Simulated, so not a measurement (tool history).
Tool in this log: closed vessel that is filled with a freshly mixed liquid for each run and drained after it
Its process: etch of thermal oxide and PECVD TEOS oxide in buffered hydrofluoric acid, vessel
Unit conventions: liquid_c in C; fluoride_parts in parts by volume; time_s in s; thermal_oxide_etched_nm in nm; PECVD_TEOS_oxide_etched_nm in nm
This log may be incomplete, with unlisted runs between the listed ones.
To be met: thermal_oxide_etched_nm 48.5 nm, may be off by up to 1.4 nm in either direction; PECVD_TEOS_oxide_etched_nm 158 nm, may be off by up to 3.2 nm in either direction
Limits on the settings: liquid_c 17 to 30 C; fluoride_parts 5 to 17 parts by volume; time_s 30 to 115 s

| run | hour | liquid_c | fluoride_parts | time_s | thermal_oxide_etched_nm | PECVD_TEOS_oxide_etched_nm |
|---|---|---|---|---|---|---|
| 1 | 0 | 22 | 10.5 | 60 | 63.135 | 204.7 |
| 2 | 6.1 | 22 | 10.5 | 70 | 74.355 | 241.8 |
| 3 | 9.6 | 20.5 | 11 | 70 | 64.596 | 213.17 |
| 4 | 14.9 | 20 | 11.5 | 70 | 60.565 | 196.78 |
| 5 | 20.2 | 20 | 11.5 | 45 | 38.471 | 127.68 |
| 6 | 27.4 | 21 | 11.5 | 45 | 40.49 | 133.6 |
| 7 | 30.1 | 22 | 11.5 | 45 | 42.88 | 141.18 |
| 8 | 33.4 | 22 | 11.5 | 45 | 43.112 | 141.27 |
| 9 | 35 | 22.5 | 11.5 | 45 | 44.862 | 145.78 |
| 10 | 39.7 | 23 | 11.5 | 45 | 46.009 | 148.88 |
| 11 | 48.2 | 23.5 | 11.5 | 45 | 47.543 | 152.83 |

Exercise: of the 5 proposed moves below, exactly one satisfies all targets within the stated allowed misses. Which move is it?
| A | 56.7 | 24.5 | 10.5 | 40 | ? | ? |
| B | 56.7 | 21.5 | 9.5 | 40 | ? | ? |
| C | 56.7 | 26 | 13.5 | 45 | ? | ? |
| D | 56.7 | 26.5 | 11 | 35 | ? | ? |
| E | 56.7 | 28 | 10 | 30 | ? | ? |

| move | thermal_oxide_etched_nm | PECVD_TEOS_oxide_etched_nm |
|---|---|---|
| A | 48.114 | 156.36 |
| B | 44.268 | 143.86 |
| C | 45.897 | 149.16 |
| D | 44.779 | 145.52 |
| E | 45.586 | 148.15 |
A: meets every target
B: the biggest miss grows against the last run
C: the biggest miss grows against the last run
D: the biggest miss grows against the last run
E: the biggest miss grows against the last run
Correct choice: A, which meets every target
